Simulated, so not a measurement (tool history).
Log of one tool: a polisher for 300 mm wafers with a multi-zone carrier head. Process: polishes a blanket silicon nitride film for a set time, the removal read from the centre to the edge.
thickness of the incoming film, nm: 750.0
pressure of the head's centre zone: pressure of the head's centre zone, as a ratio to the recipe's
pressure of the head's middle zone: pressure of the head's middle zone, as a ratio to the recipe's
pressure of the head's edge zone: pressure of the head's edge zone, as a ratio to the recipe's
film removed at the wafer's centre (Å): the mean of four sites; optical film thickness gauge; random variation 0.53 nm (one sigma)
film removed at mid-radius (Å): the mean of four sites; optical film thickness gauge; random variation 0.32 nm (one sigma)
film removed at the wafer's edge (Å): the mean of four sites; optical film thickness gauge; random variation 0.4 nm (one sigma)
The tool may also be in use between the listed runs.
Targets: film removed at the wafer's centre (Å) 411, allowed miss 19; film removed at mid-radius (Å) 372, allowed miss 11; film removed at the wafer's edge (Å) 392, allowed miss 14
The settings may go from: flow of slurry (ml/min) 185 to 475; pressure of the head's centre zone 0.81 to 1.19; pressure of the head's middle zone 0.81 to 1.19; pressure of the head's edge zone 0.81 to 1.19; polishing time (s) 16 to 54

| run | hour | flow of slurry (ml/min) | pressure of the head's centre zone | pressure of the head's middle zone | pressure of the head's edge zone | polishing time (s) | film removed at the wafer's centre (Å) | film removed at mid-radius (Å) | film removed at the wafer's edge (Å) |
|---|---|---|---|---|---|---|---|---|---|
| 1 | 0 | 305 | 1 | 1 | 1 | 35 | 726.05 | 703.97 | 688.25 |
| 2 | 4.8 | 305 | 1 | 1.05 | 1 | 35 | 719.86 | 708.33 | 691.49 |
| 3 | 11.4 | 305 | 1 | 1.05 | 1 | 31 | 631.16 | 640.29 | 607.29 |
| 4 | 14.9 | 235 | 1 | 1.05 | 1 | 31 | 605.37 | 614.86 | 601.13 |
| 5 | 23.5 | 235 | 1 | 0.98 | 1 | 31 | 610.2 | 589.17 | 585.8 |
| 6 | 28.5 | 235 | 1 | 0.98 | 1 | 39 | 776.07 | 749.97 | 749.45 |
| 7 | 31.1 | 220 | 0.95 | 0.88 | 0.9 | 29 | 537.95 | 513.55 | 521.44 |
| 8 | 35.7 | 210 | 0.96 | 0.81 | 0.87 | 19 | 361.12 | 318.65 | 340.77 |
| 9 | 38.4 | 225 | 0.97 | 0.84 | 0.91 | 19 | 363.35 | 330.48 | 346.19 |
| 10 | 42.7 | 250 | 1.04 | 0.88 | 1.01 | 22 | 451.11 | 399.56 | 428.97 |
| 11 | 50.9 | 245 | 1.02 | 0.87 | 0.98 | 22 | 443.08 | 391.81 | 420.89 |
| 12 | 52 | 240 | 1.01 | 0.86 | 0.96 | 22 | 448 | 385.9 | 411.93 |
| 13 | 55.4 | 235 | 1 | 0.86 | 0.95 | 22 | 438.51 | 384.28 | 406.25 |
| 14 | 57.6 | 220 | 0.95 | 0.84 | 0.92 | 21 | 394.87 | 357.91 | 383.19 |

Which of these 5 next moves meets every target?
| A | 59.8 | 215 | 0.87 | 0.83 | 0.88 | 22 | ? | ? | ? |
| B | 59.8 | 295 | 0.96 | 0.83 | 0.9 | 21 | ? | ? | ? |
| C | 59.8 | 190 | 0.93 | 0.86 | 0.94 | 23 | ? | ? | ? |
| D | 59.8 | 200 | 1.17 | 0.9 | 0.81 | 21 | ? | ? | ? |
| E | 59.8 | 295 | 0.87 | 0.81 | 1.15 | 20 | ? | ? | ? |

| move | film removed at the wafer's centre (Å) | film removed at mid-radius (Å) | film removed at the wafer's edge (Å) |
|---|---|---|---|
| A | 376.34 | 378.96 | 394.11 |
| B | 415.8 | 377.23 | 392.25 |
| C | 410.84 | 395.82 | 417.3 |
| D | 477.81 | 374.6 | 359.66 |
| E | 358.54 | 354.19 | 418.81 |
A: brings the result that was furthest off to its target, and leaves another outside
B: meets every target
C: takes the result that was furthest off past its target
D: brings the result that was furthest off to its target, and leaves another outside
E: further off than the last run
Answer: B

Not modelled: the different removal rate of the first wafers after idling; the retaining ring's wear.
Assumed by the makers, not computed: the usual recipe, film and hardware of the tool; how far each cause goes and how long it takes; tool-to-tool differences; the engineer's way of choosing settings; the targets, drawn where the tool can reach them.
